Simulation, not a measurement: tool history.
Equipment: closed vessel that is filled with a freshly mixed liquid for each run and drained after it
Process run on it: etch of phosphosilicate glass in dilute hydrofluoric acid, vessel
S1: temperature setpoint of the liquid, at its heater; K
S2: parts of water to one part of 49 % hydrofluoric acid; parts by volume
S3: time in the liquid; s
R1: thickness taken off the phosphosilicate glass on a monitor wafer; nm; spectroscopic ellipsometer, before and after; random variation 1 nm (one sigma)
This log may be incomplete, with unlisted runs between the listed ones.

Run 1, hour 0.0: S1 299.15 K, S2 90 parts by volume, S3 100 s. Result: R1 151.46 nm.
Run 2, hour 8.9: S1 299.15 K, S2 60 parts by volume, S3 100 s. Result: R1 235.22 nm.
Run 3, hour 14.9: S1 296.65 K, S2 65 parts by volume, S3 100 s. Result: R1 193.07 nm.
Run 4, hour 21.3: S1 296.65 K, S2 65 parts by volume, S3 105 s. Result: R1 205.49 nm.
Run 5, hour 28.6: S1 294.65 K, S2 65 parts by volume, S3 105 s. Result: R1 185.07 nm.
Run 6, hour 33.2: S1 294.65 K, S2 65 parts by volume, S3 100 s. Result: R1 178.52 nm.

For run 7, what comes out?
Run 7, hour 37.9: S1 294.65 K, S2 65 parts by volume, S3 100 s. Result: R1 ?.

R1: 178.40 nm

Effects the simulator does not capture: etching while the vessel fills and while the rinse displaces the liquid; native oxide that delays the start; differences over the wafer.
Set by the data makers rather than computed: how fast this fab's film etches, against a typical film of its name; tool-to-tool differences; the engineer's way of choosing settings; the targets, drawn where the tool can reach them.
